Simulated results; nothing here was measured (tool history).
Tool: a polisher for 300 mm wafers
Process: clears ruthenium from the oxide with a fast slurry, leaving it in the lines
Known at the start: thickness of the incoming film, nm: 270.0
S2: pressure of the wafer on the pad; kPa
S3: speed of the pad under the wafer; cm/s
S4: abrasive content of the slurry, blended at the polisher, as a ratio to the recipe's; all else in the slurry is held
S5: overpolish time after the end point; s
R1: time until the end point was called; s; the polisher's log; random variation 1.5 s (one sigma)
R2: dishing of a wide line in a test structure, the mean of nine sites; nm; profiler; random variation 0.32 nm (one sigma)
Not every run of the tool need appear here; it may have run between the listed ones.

{"run": 1, "hour": 0.0, "flow of slurry (ml/min)": 240, "S2": 16.5, "S3": 86, "S4": 1.0, "S5": 20, "R1": 92.105, "R2": 47.714}
{"run": 2, "hour": 3.4, "flow of slurry (ml/min)": 300, "S2": 16.5, "S3": 86, "S4": 1.0, "S5": 20, "R1": 90.581, "R2": 48.281}
{"run": 3, "hour": 10.8, "flow of slurry (ml/min)": 300, "S2": 16.5, "S3": 98, "S4": 1.0, "S5": 20, "R1": 80.944, "R2": 51.849}
{"run": 4, "hour": 11.4, "flow of slurry (ml/min)": 300, "S2": 16.5, "S3": 98, "S4": 0.85, "S5": 20, "R1": 89.512, "R2": 48.4}
{"run": 5, "hour": 17.6, "flow of slurry (ml/min)": 325, "S2": 13.8, "S3": 106, "S4": 0.85, "S5": 15, "R1": 90.867, "R2": 35.781}
{"run": 6, "hour": 26.0, "flow of slurry (ml/min)": 375, "S2": 13.8, "S3": 106, "S4": 0.85, "S5": 15, "R1": 92.268, "R2": 35.966}
{"run": 7, "hour": 27.8, "flow of slurry (ml/min)": 300, "S2": 11.7, "S3": 114, "S4": 0.75, "S5": 12, "R1": 103.85, "R2": 26.29}
{"run": 8, "hour": 35.0, "flow of slurry (ml/min)": 250, "S2": 10.3, "S3": 120, "S4": 0.7, "S5": 10, "R1": 115.52, "R2": 20.31}
{"run": 9, "hour": 42.8, "flow of slurry (ml/min)": 215, "S2": 10.3, "S3": 124, "S4": 0.65, "S5": 9, "R1": 118.31, "R2": 17.509}

The next listed run, before its measurement:
{"run": 10, "hour": 50.6, "flow of slurry (ml/min)": 195, "S2": 11.0, "S3": 126, "S4": 0.6, "S5": 8, "R1": "?", "R2": "?"}

Run 10 measured R1 119.260 s, R2 15.763 nm.
